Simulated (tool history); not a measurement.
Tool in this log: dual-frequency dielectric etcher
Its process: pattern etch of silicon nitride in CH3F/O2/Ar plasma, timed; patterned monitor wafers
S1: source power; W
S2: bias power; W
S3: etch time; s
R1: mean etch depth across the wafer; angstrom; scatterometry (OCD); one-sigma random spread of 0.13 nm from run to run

run  hour   S1  S2    S3      R1
  1     0  280  60    54  298.87
  2   1.4  280  51    54  286.06
  3   8.2  280  51  56.5  301.43
  4  11.2  300  52  56.5   306.2
  5  13.6  310  54  56.5  311.39
  6    19  290  54  56.5  306.34

Run 7, settings as shown, results not yet in. Your forecast:
  7  25.2  310  55  56.5   ?

{"run 7": {"R1": 313.7}}

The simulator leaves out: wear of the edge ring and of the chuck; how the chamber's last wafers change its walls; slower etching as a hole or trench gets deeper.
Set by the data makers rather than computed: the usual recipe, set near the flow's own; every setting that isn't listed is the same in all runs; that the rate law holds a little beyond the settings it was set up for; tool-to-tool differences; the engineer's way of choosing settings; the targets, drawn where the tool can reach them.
